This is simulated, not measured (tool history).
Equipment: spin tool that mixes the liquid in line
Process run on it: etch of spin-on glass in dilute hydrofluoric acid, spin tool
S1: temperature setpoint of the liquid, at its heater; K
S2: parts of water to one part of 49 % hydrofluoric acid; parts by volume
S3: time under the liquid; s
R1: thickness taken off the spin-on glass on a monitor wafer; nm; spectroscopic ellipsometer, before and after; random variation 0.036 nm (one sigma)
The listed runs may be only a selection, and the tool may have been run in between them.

Run 1, hour 0.0: S1 297.15 K, S2 280 parts by volume, S3 65 s. Result: R1 5.0722 nm.
Run 2, hour 0.9: S1 297.15 K, S2 280 parts by volume, S3 50 s. Result: R1 3.8710 nm.
Run 3, hour 1.4: S1 299.15 K, S2 255 parts by volume, S3 50 s. Result: R1 4.6991 nm.
Run 4, hour 9.8: S1 299.15 K, S2 255 parts by volume, S3 50 s. Result: R1 4.7019 nm.
Run 5, hour 12.6: S1 299.15 K, S2 330 parts by volume, S3 50 s. Result: R1 3.3603 nm.
At hour 15.7: hydrofluoric acid flow meter replaced.
Run 6, hour 15.7: S1 299.15 K, S2 330 parts by volume, S3 50 s. Result: R1 3.6446 nm.
Run 7, hour 18.9: S1 300.65 K, S2 280 parts by volume, S3 50 s. Result: R1 4.7611 nm.
Run 8, hour 22.3: S1 302.15 K, S2 265 parts by volume, S3 50 s. Result: R1 5.3659 nm.

Run 9, settings as shown, results not yet in. Your forecast:
Run 9, hour 25.5: S1 302.15 K, S2 265 parts by volume, S3 50 s. Result: R1 ?.

{"run 9": {"R1": 5.331}}
